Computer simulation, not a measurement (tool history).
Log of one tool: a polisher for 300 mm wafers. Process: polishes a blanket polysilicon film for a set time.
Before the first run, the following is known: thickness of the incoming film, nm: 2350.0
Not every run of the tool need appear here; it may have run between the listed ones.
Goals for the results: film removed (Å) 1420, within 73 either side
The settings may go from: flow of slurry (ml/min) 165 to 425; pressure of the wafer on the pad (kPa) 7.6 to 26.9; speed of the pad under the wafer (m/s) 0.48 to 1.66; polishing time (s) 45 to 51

run,hour,flow of slurry (ml/min),pressure of the wafer on the pad (kPa),speed of the pad under the wafer (m/s),polishing time (s),film removed (Å)
1,0,275,17.2,1.06,51,3276.3
2,1.9,275,15.2,1,51,2707.4
3,3.1,275,15.2,1.26,51,3343.6
4,3.8,275,15.2,1.4,51,3651.8
5,11,275,13.8,1.28,50,3005.9
6,18.3,275,12.4,1.2,49,2474.1
7,26.3,275,7.6,0.92,47,1230.4
8,33.3,275,8.3,0.92,47,1308.6

Of the 4 settings listed for the next run, only one would bring every result within its allowed miss of target. Which one?
A,40.3,255,9,0.82,46,?
B,40.3,320,9,0.96,45,?
C,40.3,320,9,0.8,45,?
D,40.3,240,9.7,0.92,50,?

move,film removed (Å)
A,1299.5
B,1461.8
C,1278.2
D,1636.6
A: further off than the last run
B: in spec on every target
C: further off than the last run
D: takes the result that was furthest off past its target
Go with B: it meets all targets.
